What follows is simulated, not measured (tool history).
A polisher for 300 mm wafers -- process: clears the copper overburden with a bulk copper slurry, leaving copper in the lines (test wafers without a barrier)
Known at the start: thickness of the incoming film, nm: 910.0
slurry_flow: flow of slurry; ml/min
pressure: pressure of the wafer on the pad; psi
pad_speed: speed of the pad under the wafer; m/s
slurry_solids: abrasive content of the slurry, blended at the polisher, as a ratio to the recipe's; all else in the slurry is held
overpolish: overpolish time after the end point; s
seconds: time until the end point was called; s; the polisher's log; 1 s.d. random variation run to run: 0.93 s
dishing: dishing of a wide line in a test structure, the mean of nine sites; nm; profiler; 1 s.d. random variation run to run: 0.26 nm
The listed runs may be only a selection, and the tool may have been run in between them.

run  hour  slurry_flow  pressure  pad_speed  slurry_solids  overpolish  seconds  dishing
  1     0          235       3.1       1.12              1          11   97.418   23.262
  2   6.1          235       3.1       1.12              1           6   97.392   19.933
  3  14.7          235       3.4       1.14              1           6   85.561   21.059
  4  20.2          235       3.4       1.14              1           9   88.971   23.088
  5    29          235       2.7       1.14              1           9   108.73   21.669
  6  31.4          235         3       1.16              1           8   95.684   21.392
  7  34.7          235       3.3       1.18              1           8   87.129   22.946
  8  38.7          240       3.5       1.18           1.05           7   83.615   21.731

Expected results for the next run?
  9  39.9          235       4.4       1.28              1          10        ?        ?

{"run 9": {"seconds": 60.2, "dishing": 24.405}}

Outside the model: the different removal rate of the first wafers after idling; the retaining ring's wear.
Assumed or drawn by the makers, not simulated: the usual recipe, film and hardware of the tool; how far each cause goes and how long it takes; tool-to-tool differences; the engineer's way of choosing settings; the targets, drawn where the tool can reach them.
